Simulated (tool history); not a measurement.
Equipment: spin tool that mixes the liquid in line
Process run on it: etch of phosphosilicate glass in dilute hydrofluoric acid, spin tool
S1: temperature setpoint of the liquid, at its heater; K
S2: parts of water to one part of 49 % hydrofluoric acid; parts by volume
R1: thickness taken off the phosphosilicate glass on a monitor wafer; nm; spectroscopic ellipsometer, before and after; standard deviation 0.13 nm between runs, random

{"run": 1, "day": 0.0, "S1": 297.15, "S2": 160, "time under the liquid (s)": 15, "R1": 12.108}
{"run": 2, "day": 0.158, "S1": 298.15, "S2": 160, "time under the liquid (s)": 15, "R1": 12.421}
{"run": 3, "day": 0.404, "S1": 298.15, "S2": 215, "time under the liquid (s)": 15, "R1": 8.7076}
{"run": 4, "day": 0.729, "S1": 299.15, "S2": 205, "time under the liquid (s)": 15, "R1": 9.6061}
{"run": 5, "day": 0.783, "S1": 299.15, "S2": 205, "time under the liquid (s)": 15, "R1": 9.606}
{"run": 6, "day": 0.9, "S1": 299.65, "S2": 195, "time under the liquid (s)": 15, "R1": 10.41}
{"run": 7, "day": 1.179, "S1": 300.15, "S2": 190, "time under the liquid (s)": 15, "R1": 10.941}
{"run": 8, "day": 1.554, "S1": 304.15, "S2": 140, "time under the liquid (s)": 15, "R1": 18.147}

The next listed run, before its measurement:
{"day": 1.708, "done": "thermometer replaced"}
{"run": 9, "day": 1.708, "S1": 303.15, "S2": 140, "time under the liquid (s)": 15, "R1": "?"}

Run 9 came out at R1 16.6170 nm.
